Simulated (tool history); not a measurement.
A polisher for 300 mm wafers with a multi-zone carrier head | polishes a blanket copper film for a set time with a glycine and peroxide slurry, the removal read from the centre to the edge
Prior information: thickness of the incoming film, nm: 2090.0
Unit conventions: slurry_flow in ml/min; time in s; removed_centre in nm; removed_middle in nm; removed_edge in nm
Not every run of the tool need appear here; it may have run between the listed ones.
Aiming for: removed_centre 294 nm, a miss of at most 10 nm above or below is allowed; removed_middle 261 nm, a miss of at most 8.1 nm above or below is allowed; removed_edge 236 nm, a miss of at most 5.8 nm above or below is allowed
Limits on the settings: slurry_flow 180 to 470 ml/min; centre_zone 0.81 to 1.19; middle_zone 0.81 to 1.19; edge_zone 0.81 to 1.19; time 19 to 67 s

Run 1, hour 0: slurry_flow 300 ml/min, centre_zone 1, middle_zone 1, edge_zone 1, time 43 s. Result: removed_centre 198.69 nm, removed_middle 186.68 nm, removed_edge 193.22 nm.
Run 2, hour 2.7: slurry_flow 300 ml/min, centre_zone 1, middle_zone 1, edge_zone 1, time 38 s. Result: removed_centre 179.3 nm, removed_middle 168.35 nm, removed_edge 171.28 nm.
Run 3, hour 3.5: slurry_flow 310 ml/min, centre_zone 1.02, middle_zone 1.02, edge_zone 1, time 39 s. Result: removed_centre 187.74 nm, removed_middle 174.18 nm, removed_edge 175.66 nm.
Run 4, hour 9.5: slurry_flow 365 ml/min, centre_zone 1.02, middle_zone 1.02, edge_zone 1, time 39 s. Result: removed_centre 187.74 nm, removed_middle 175.88 nm, removed_edge 178.91 nm.
Run 5, hour 12.2: slurry_flow 365 ml/min, centre_zone 1.02, middle_zone 1.02, edge_zone 0.96, time 39 s. Result: removed_centre 190.15 nm, removed_middle 179.16 nm, removed_edge 174.26 nm.
Run 6, hour 20.4: slurry_flow 365 ml/min, centre_zone 1.04, middle_zone 1.04, edge_zone 0.96, time 41 s. Result: removed_centre 200.78 nm, removed_middle 187.2 nm, removed_edge 183.24 nm.
Run 7, hour 28.2: slurry_flow 365 ml/min, centre_zone 1.06, middle_zone 1.06, edge_zone 0.95, time 42 s. Result: removed_centre 211.43 nm, removed_middle 198.24 nm, removed_edge 185.88 nm.
Run 8, hour 29.4: slurry_flow 365 ml/min, centre_zone 1.07, middle_zone 1.07, edge_zone 0.95, time 43 s. Result: removed_centre 217.36 nm, removed_middle 203.48 nm, removed_edge 192.77 nm.
Run 9, hour 35.5: slurry_flow 365 ml/min, centre_zone 1.08, middle_zone 1.08, edge_zone 0.95, time 44 s. Result: removed_centre 224.21 nm, removed_middle 209.22 nm, removed_edge 193.47 nm.
Run 10, hour 37.9: slurry_flow 365 ml/min, centre_zone 1.09, middle_zone 1.09, edge_zone 0.96, time 45 s. Result: removed_centre 228.94 nm, removed_middle 214.88 nm, removed_edge 201.36 nm.
Run 11, hour 41.3: slurry_flow 365 ml/min, centre_zone 1.1, middle_zone 1.09, edge_zone 0.96, time 46 s. Result: removed_centre 242.14 nm, removed_middle 221.64 nm, removed_edge 206.48 nm.
Run 12, hour 46.6: slurry_flow 365 ml/min, centre_zone 1.11, middle_zone 1.1, edge_zone 0.97, time 47 s. Result: removed_centre 244.87 nm, removed_middle 228.53 nm, removed_edge 212.81 nm.
Run 13, hour 53.1: slurry_flow 365 ml/min, centre_zone 1.12, middle_zone 1.1, edge_zone 0.97, time 48 s. Result: removed_centre 257.73 nm, removed_middle 234.49 nm, removed_edge 215.07 nm.
Run 14, hour 56.4: slurry_flow 365 ml/min, centre_zone 1.13, middle_zone 1.11, edge_zone 0.98, time 48 s. Result: removed_centre 253.99 nm, removed_middle 232.77 nm, removed_edge 217.11 nm.
Run 15, hour 65: slurry_flow 365 ml/min, centre_zone 1.14, middle_zone 1.11, edge_zone 0.98, time 48 s. Result: removed_centre 260.84 nm, removed_middle 229.98 nm, removed_edge 216.77 nm.

Consider the 4 candidate settings below. Which is the only one whose results all fall within their allowed miss of target?
Run A, hour 73.6: slurry_flow 405 ml/min, centre_zone 1.07, middle_zone 1.17, edge_zone 1.03, time 54 s. Result: removed_centre ?, removed_middle ?, removed_edge ?.
Run B, hour 73.6: slurry_flow 350 ml/min, centre_zone 1.18, middle_zone 1.15, edge_zone 0.99, time 52 s. Result: removed_centre ?, removed_middle ?, removed_edge ?.
Run C, hour 73.6: slurry_flow 350 ml/min, centre_zone 1.02, middle_zone 1.01, edge_zone 1.18, time 48 s. Result: removed_centre ?, removed_middle ?, removed_edge ?.
Run D, hour 73.6: slurry_flow 350 ml/min, centre_zone 0.96, middle_zone 1.08, edge_zone 1.17, time 53 s. Result: removed_centre ?, removed_middle ?, removed_edge ?.

move  removed_centre  removed_middle  removed_edge
   A          277.71          276.08        253.38
   B           291.5          258.91        237.38
   C          232.13          214.04        239.75
   D          241.23          250.28         263.3
A: takes the result that was furthest off past its target
B: every result lands within tolerance
C: the biggest miss grows against the last run
D: the biggest miss grows against the last run
The move that meets every target is B.
